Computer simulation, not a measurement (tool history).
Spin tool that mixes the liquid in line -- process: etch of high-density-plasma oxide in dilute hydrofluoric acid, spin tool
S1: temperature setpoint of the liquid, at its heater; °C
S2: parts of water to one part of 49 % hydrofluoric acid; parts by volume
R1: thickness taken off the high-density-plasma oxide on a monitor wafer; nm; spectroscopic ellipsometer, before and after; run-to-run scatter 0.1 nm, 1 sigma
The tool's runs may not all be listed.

run 1 hour=0 | S1=23 S2=85 time_under_the_liquid_(s)=100 | R1=5.9876
run 2 hour=4.9 | S1=25 S2=85 time_under_the_liquid_(s)=100 | R1=6.426
run 3 hour=7.3 | S1=26.5 S2=75 time_under_the_liquid_(s)=100 | R1=7.9185
run 4 hour=15.1 | S1=27.5 S2=70 time_under_the_liquid_(s)=100 | R1=8.8446
run 5 hour=21.1 | S1=25.5 S2=70 time_under_the_liquid_(s)=100 | R1=8.1298
run 6 hour=23.7 | S1=24 S2=70 time_under_the_liquid_(s)=100 | R1=7.7981

Expected results for the next run?
run 7 hour=29.6 | S1=25.5 S2=65 time_under_the_liquid_(s)=100 | R1=?

For run 7 the tool returned R1 8.9356 nm.
